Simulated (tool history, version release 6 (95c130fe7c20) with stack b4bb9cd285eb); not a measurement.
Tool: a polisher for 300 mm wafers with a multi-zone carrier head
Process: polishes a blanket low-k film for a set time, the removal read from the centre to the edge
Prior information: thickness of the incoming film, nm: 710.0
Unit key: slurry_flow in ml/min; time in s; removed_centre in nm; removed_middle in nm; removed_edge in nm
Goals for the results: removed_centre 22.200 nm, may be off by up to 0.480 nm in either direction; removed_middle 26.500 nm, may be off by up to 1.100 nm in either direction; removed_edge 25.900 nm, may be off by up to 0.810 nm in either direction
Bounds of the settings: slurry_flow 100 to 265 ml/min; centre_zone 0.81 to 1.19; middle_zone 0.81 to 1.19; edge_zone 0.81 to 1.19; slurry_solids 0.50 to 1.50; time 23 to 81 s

run    day  slurry_flow  centre_zone  middle_zone  edge_zone  slurry_solids  time  removed_centre  removed_middle  removed_edge
  1  0.000          170         1.00         1.00       1.00           1.00    52          20.232          20.085        19.767
  2  0.308          195         1.00         1.00       1.00           1.00    52          20.576          20.788        19.784
  3  0.575          195         1.00         1.00       1.04           1.00    52          20.619          20.657        20.472
  4  0.700          195         1.00         1.00       1.10           1.00    52          20.562          20.980        21.242
  5  0.842          195         0.98         1.02       1.12           1.10    52          20.754          21.458        21.801
  6  1.183          195         0.95         1.02       1.12           1.10    52          20.236          21.348        22.037
  7  1.421          200         0.93         1.05       1.14           1.20    52          20.548          22.284        22.845
  8  1.796          205         0.92         1.08       1.15           1.25    52          20.431          24.379        23.217
  9  2.025          210         0.92         1.08       1.16           1.30    52          21.047          24.310        23.614
 10  2.354          210         0.92         1.08       1.16           1.30    52          20.858          24.496        23.663
 11  2.596          210         0.92         1.08       1.16           1.30    52          20.910          24.604        23.836
 12  2.942          215         0.92         1.08       1.17           1.35    52          21.094          24.632        24.217
 13  3.246          220         0.92         1.08       1.18           1.40    52          21.429          25.017        24.581
 14  3.379          220         0.92         1.08       1.18           1.45    52          21.651          25.449        24.524
 15  3.683          225         0.91         1.08       1.18           1.45    52          21.634          25.359        24.883
 16  3.879          230         0.91         1.08       1.18           1.45    52          21.634          26.154        24.683
 17  4.046          225         0.91         1.08       1.18           1.45    52          21.733          24.907        24.857
 18  4.225          225         0.91         1.08       1.18           1.45    52          21.663          25.279        24.807

Pick the move, out of 4, that brings all results within their allowed miss; only one does.
  A  4.404          230         0.88         1.10       1.17           1.35    59               ?               ?             ?
  B  4.404          220         0.88         1.05       1.13           1.50    55               ?               ?             ?
  C  4.404          205         0.85         1.10       1.19           1.50    57               ?               ?             ?
  D  4.404          245         0.89         1.18       1.09           1.50    55               ?               ?             ?

move  removed_centre  removed_middle  removed_edge
   A          23.242          28.424        27.488
   B          22.225          26.148        25.900
   C          22.059          27.937        27.355
   D          22.816          29.283        25.642
A: carries the result that was furthest off beyond its target, to the other side
B: every result lands within tolerance
C: carries the result that was furthest off beyond its target, to the other side
D: gets the furthest-off result to its target, but another result is out of tolerance
Move B is the one to make.
